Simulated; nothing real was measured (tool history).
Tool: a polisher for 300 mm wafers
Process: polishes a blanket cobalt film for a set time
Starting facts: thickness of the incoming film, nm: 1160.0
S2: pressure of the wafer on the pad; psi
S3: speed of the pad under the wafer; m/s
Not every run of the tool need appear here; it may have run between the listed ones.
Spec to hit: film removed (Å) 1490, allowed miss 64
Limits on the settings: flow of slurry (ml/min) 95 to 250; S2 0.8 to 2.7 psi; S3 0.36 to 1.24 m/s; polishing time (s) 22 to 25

Run 1, day 0: flow of slurry (ml/min) 160, S2 1.7 psi, S3 0.8 m/s, polishing time (s) 25. Result: film removed (Å) 847.66.
Run 2, day 0.138: flow of slurry (ml/min) 160, S2 1.9 psi, S3 0.8 m/s, polishing time (s) 25. Result: film removed (Å) 948.12.
Run 3, day 0.483: flow of slurry (ml/min) 160, S2 1.9 psi, S3 0.62 m/s, polishing time (s) 25. Result: film removed (Å) 725.11.
Run 4, day 0.7: flow of slurry (ml/min) 160, S2 2 psi, S3 0.66 m/s, polishing time (s) 25. Result: film removed (Å) 809.08.
Run 5, day 0.758: flow of slurry (ml/min) 160, S2 2.1 psi, S3 0.68 m/s, polishing time (s) 25. Result: film removed (Å) 875.65.
Run 6, day 0.9: flow of slurry (ml/min) 160, S2 2.1 psi, S3 0.68 m/s, polishing time (s) 22. Result: film removed (Å) 780.76.
Run 7, day 1.271: flow of slurry (ml/min) 160, S2 2.2 psi, S3 0.72 m/s, polishing time (s) 22. Result: film removed (Å) 857.12.
Run 8, day 1.367: flow of slurry (ml/min) 160, S2 2.3 psi, S3 0.76 m/s, polishing time (s) 22. Result: film removed (Å) 960.96.
Run 9, day 1.412: flow of slurry (ml/min) 160, S2 2.4 psi, S3 0.8 m/s, polishing time (s) 22. Result: film removed (Å) 1057.4.
Run 10, day 1.525: flow of slurry (ml/min) 160, S2 2.5 psi, S3 0.82 m/s, polishing time (s) 22. Result: film removed (Å) 1100.
Run 11, day 1.862: flow of slurry (ml/min) 170, S2 2.7 psi, S3 1.02 m/s, polishing time (s) 23. Result: film removed (Å) 1576.6.

Consider the 4 candidate settings below. Which is the only one whose results all fall within their allowed miss of target?
Run A, day 2.2: flow of slurry (ml/min) 160, S2 2.6 psi, S3 0.86 m/s, polishing time (s) 25. Result: film removed (Å) ?.
Run B, day 2.2: flow of slurry (ml/min) 160, S2 2.5 psi, S3 1 m/s, polishing time (s) 22. Result: film removed (Å) ?.
Run C, day 2.2: flow of slurry (ml/min) 180, S2 2.7 psi, S3 1.04 m/s, polishing time (s) 24. Result: film removed (Å) ?.
Run D, day 2.2: flow of slurry (ml/min) 185, S2 2.4 psi, S3 1 m/s, polishing time (s) 25. Result: film removed (Å) ?.

move  film removed (Å)
   A            1353.7
   B            1327.7
   C            1660.3
   D            1490.4
A: carries the result that was furthest off beyond its target, to the other side
B: carries the result that was furthest off beyond its target, to the other side
C: lands further from the targets than the last run did
D: all results in spec
Go with D: it meets all targets.

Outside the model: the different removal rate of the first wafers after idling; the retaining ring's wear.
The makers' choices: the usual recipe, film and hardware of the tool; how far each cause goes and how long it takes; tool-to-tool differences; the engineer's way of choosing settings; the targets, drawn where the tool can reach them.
